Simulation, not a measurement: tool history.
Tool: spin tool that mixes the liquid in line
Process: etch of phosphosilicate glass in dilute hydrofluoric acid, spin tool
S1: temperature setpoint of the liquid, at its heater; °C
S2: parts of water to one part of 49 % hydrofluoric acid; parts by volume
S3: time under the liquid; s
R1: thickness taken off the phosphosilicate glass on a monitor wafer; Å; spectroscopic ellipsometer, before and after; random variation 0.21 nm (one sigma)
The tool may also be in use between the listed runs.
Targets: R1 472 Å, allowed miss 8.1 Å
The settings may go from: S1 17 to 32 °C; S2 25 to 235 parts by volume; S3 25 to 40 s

Run 1, day 0: S1 24 °C, S2 130 parts by volume, S3 40 s. Result: R1 174.71 Å.
Run 2, day 0.367: S1 26 °C, S2 110 parts by volume, S3 40 s. Result: R1 225.79 Å.
Run 3, day 0.621: S1 27.5 °C, S2 95 parts by volume, S3 40 s. Result: R1 284.56 Å.
Run 4, day 0.871: S1 28.5 °C, S2 85 parts by volume, S3 40 s. Result: R1 334.05 Å.
Run 5, day 1.204: S1 26 °C, S2 85 parts by volume, S3 40 s. Result: R1 303.49 Å.
Run 6, day 1.562: S1 27.5 °C, S2 80 parts by volume, S3 40 s. Result: R1 345.51 Å.
Run 7, day 1.746: S1 28.5 °C, S2 75 parts by volume, S3 40 s. Result: R1 384.98 Å.
Run 8, day 1.804: S1 29.5 °C, S2 75 parts by volume, S3 40 s. Result: R1 400.81 Å.
Run 9, day 2.112: S1 30 °C, S2 75 parts by volume, S3 40 s. Result: R1 405.55 Å.
Run 10, day 2.275: S1 30.5 °C, S2 75 parts by volume, S3 40 s. Result: R1 412.47 Å.
Run 11, day 2.533: S1 31 °C, S2 75 parts by volume, S3 40 s. Result: R1 424.43 Å.
Run 12, day 2.712: S1 32 °C, S2 65 parts by volume, S3 40 s. Result: R1 518.29 Å.
Run 13, day 2.942: S1 31.5 °C, S2 65 parts by volume, S3 40 s. Result: R1 510.28 Å.

5 next moves are on the table. One of them brings every result within its allowed miss. Which?
Run A, day 3.171: S1 30 °C, S2 60 parts by volume, S3 35 s. Result: R1 ?.
Run B, day 3.171: S1 29 °C, S2 60 parts by volume, S3 40 s. Result: R1 ?.
Run C, day 3.171: S1 31 °C, S2 65 parts by volume, S3 40 s. Result: R1 ?.
Run D, day 3.171: S1 31 °C, S2 70 parts by volume, S3 40 s. Result: R1 ?.
Run E, day 3.171: S1 32 °C, S2 70 parts by volume, S3 40 s. Result: R1 ?.

move      R1
   A  454.93
   B  500.01
   C  495.03
   D  456.17
   E  473.85
A: takes the result that was furthest off past its target
B: nearer than the last run, and not there yet
C: nearer than the last run, and not there yet
D: takes the result that was furthest off past its target
E: meets every target
Answer: E
